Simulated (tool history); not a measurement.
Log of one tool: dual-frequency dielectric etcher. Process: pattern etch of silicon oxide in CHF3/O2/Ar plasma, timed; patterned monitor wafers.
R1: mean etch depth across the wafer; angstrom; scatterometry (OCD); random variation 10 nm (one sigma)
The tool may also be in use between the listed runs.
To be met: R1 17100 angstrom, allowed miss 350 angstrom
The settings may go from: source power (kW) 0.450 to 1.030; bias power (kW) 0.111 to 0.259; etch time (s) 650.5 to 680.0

Run 1, hour 0.0: source power (kW) 0.740, bias power (kW) 0.185, etch time (s) 650.5. Result: R1 14936 angstrom.
Run 2, hour 5.1: source power (kW) 0.740, bias power (kW) 0.165, etch time (s) 650.5. Result: R1 14799 angstrom.
Run 3, hour 10.5: source power (kW) 0.810, bias power (kW) 0.171, etch time (s) 653.0. Result: R1 15365 angstrom.
Run 4, hour 12.4: source power (kW) 0.860, bias power (kW) 0.171, etch time (s) 653.0. Result: R1 15815 angstrom.
Run 5, hour 20.1: source power (kW) 0.860, bias power (kW) 0.184, etch time (s) 653.0. Result: R1 16257 angstrom.
Run 6, hour 23.2: source power (kW) 0.860, bias power (kW) 0.163, etch time (s) 653.0. Result: R1 15718 angstrom.
Run 7, hour 28.3: source power (kW) 0.900, bias power (kW) 0.166, etch time (s) 653.5. Result: R1 16022 angstrom.
Run 8, hour 32.4: source power (kW) 0.930, bias power (kW) 0.168, etch time (s) 654.0. Result: R1 16364 angstrom.
Run 9, hour 38.4: source power (kW) 0.950, bias power (kW) 0.170, etch time (s) 654.5. Result: R1 16710 angstrom.
Run 10, hour 43.4: source power (kW) 0.960, bias power (kW) 0.171, etch time (s) 654.5. Result: R1 16796 angstrom.

4 next moves are on the table. One of them brings every result within its allowed miss. Which?
Run A, hour 48.4: source power (kW) 0.840, bias power (kW) 0.195, etch time (s) 654.5. Result: R1 ?.
Run B, hour 48.4: source power (kW) 0.880, bias power (kW) 0.146, etch time (s) 680.0. Result: R1 ?.
Run C, hour 48.4: source power (kW) 0.940, bias power (kW) 0.163, etch time (s) 651.5. Result: R1 ?.
Run D, hour 48.4: source power (kW) 1.020, bias power (kW) 0.161, etch time (s) 665.5. Result: R1 ?.

move     R1
   A  16326
   B  16151
   C  16364
   D  17295
A: further off than the last run
B: further off than the last run
C: further off than the last run
D: meets every target
Move D is the one to make.
